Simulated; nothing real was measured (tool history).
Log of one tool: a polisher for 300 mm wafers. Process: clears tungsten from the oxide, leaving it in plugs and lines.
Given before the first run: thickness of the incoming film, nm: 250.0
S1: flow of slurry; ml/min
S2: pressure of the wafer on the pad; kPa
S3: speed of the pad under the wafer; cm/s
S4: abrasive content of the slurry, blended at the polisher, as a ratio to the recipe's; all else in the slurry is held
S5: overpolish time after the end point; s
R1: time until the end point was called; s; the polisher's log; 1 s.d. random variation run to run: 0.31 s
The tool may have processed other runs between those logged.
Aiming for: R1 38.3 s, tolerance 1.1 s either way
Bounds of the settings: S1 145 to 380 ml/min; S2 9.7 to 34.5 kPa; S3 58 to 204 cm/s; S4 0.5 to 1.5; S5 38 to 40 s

run,hour,S1,S2,S3,S4,S5,R1
1,0,245,22.1,130,1,38,48.761
2,4.7,245,20,130,1,38,53.57
3,13.4,245,20,130,1,38,54.304
4,21.9,245,20.7,130,1,38,51.704
5,24.9,245,21.4,130,1,38,50.284
6,27.1,245,22.1,130,1,38,49.168
7,27.9,245,22.8,130,1,38,47.457
8,34.5,245,23.4,130,1,38,45.89

5 next moves are on the table. One of them brings every result within its allowed miss. Which?
A,41.1,280,22.8,156,0.95,38,?
B,41.1,230,25.5,156,1.1,38,?
C,41.1,260,27.6,150,0.8,38,?
D,41.1,250,22.1,152,1.1,38,?
E,41.1,195,25.5,150,1.05,40,?

move,R1
A,40.4
B,35.821
C,36.182
D,41.735
E,38.287
A: gains on the last run, yet a result remains outside its allowed miss
B: the result that was furthest off in the last run now lies on the other side of its target
C: the result that was furthest off in the last run now lies on the other side of its target
D: gains on the last run, yet a result remains outside its allowed miss
E: in spec on every target
The right move is E.
